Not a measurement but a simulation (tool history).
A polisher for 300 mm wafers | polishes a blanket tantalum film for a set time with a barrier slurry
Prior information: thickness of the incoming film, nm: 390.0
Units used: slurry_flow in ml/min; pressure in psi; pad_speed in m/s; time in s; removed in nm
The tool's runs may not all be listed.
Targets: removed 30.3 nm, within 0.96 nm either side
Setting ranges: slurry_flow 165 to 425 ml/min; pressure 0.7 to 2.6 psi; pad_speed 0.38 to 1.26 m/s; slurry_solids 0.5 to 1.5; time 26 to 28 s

run,hour,slurry_flow,pressure,pad_speed,slurry_solids,time,removed
1,0,275,1.6,0.82,1,28,35.996
2,2.4,275,1.6,0.96,1,28,41.8
3,6,275,1.9,0.96,1,28,50.091
4,10.5,275,1.9,0.96,1,28,50.788
5,18.6,275,1.9,0.96,1,28,50.103
6,24.9,275,1.9,1.06,1,28,55.419
7,31.7,275,1.6,1.06,1,28,45.855
8,39.7,275,1.4,1.06,1,28,40.249
9,46,275,1.3,1.06,1,28,37.816
10,52.7,275,1.2,1.06,1,28,34.944
11,55.8,275,1.1,1.06,1,28,32.303

Consider the 4 candidate settings below. Which is the only one whose results all fall within their allowed miss of target?
A,58.9,290,1.2,0.92,1.05,27,?
B,58.9,230,1,1,1.05,28,?
C,58.9,290,0.9,1.12,1,27,?
D,58.9,285,1,1.12,1.2,28,?

move,removed
A,29.944
B,27.538
C,27.257
D,32.503
A: each result inside its tolerance
B: moves the result that the last run missed by most past its target, out the other side
C: moves the result that the last run missed by most past its target, out the other side
D: lands further from the targets than the last run did
Answer: A
